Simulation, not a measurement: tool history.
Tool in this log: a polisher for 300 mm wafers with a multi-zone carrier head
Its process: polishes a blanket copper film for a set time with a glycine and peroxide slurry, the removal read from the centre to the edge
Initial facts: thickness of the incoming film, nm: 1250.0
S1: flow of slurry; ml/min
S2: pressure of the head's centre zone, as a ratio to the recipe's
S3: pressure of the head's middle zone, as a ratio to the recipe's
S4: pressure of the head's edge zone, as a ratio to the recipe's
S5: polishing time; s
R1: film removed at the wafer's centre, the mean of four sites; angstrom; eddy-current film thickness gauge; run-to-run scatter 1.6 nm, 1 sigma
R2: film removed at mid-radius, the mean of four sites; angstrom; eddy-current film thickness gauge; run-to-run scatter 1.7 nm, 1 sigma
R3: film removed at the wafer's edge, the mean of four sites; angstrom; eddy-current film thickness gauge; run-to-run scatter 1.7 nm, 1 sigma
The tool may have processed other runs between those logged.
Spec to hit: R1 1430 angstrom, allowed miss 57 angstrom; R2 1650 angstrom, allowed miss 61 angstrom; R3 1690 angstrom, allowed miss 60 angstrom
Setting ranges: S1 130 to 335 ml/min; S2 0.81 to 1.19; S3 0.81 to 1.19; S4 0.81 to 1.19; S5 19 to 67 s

run 1 hour=0 | S1=215 S2=1 S3=1 S4=1 S5=43 | R1=2109.8 R2=2148.2 R3=2153.8
run 2 hour=3 | S1=215 S2=1.08 S3=1 S4=1 S5=43 | R1=2311.8 R2=2211.1 R3=2131.1
run 3 hour=9.6 | S1=210 S2=1.03 S3=1 S4=0.98 S5=41 | R1=2065 R2=2089.7 R3=2038.6
run 4 hour=11.2 | S1=210 S2=1.03 S3=1 S4=0.98 S5=34 | R1=1709.6 R2=1722.8 R3=1708.1
run 5 hour=15.2 | S1=205 S2=1 S3=1 S4=0.98 S5=34 | R1=1656.5 R2=1710.9 R3=1671.4
run 6 hour=16.8 | S1=205 S2=1.06 S3=1 S4=0.98 S5=34 | R1=1767.8 R2=1738.7 R3=1668.7
run 7 hour=19.2 | S1=165 S2=0.96 S3=1.01 S4=1.04 S5=34 | R1=1526.9 R2=1673.5 R3=1687.1
run 8 hour=23.3 | S1=160 S2=0.95 S3=1.01 S4=1.04 S5=34 | R1=1500.5 R2=1690.6 R3=1677.5

Exercise: of the 5 proposed moves below, exactly one satisfies all targets within the stated allowed misses. Which move is it?
run A hour=27.4 | S1=135 S2=0.93 S3=1.1 S4=0.99 S5=37 | R1=? R2=? R3=?
run B hour=27.4 | S1=175 S2=0.97 S3=1.07 S4=1.01 S5=34 | R1=? R2=? R3=?
run C hour=27.4 | S1=155 S2=0.89 S3=1.11 S4=1.01 S5=35 | R1=? R2=? R3=?
run D hour=27.4 | S1=230 S2=0.85 S3=0.94 S4=0.98 S5=34 | R1=? R2=? R3=?
run E hour=27.4 | S1=180 S2=1.09 S3=0.99 S4=0.99 S5=33 | R1=? R2=? R3=?

move=A R1=1514.5 R2=1855.7 R3=1702.4
move=B R1=1549.4 R2=1763.3 R3=1646.2
move=C R1=1422.7 R2=1828.4 R3=1664
move=D R1=1423.1 R2=1652.3 R3=1678.6
move=E R1=1700.3 R2=1609.6 R3=1590.2
A: misses by more than the last run did
B: misses by more than the last run did
C: meets the target for the result that was furthest off, but another lies outside its allowed miss
D: hits every target within its allowed miss
E: misses by more than the last run did
D meets every target.

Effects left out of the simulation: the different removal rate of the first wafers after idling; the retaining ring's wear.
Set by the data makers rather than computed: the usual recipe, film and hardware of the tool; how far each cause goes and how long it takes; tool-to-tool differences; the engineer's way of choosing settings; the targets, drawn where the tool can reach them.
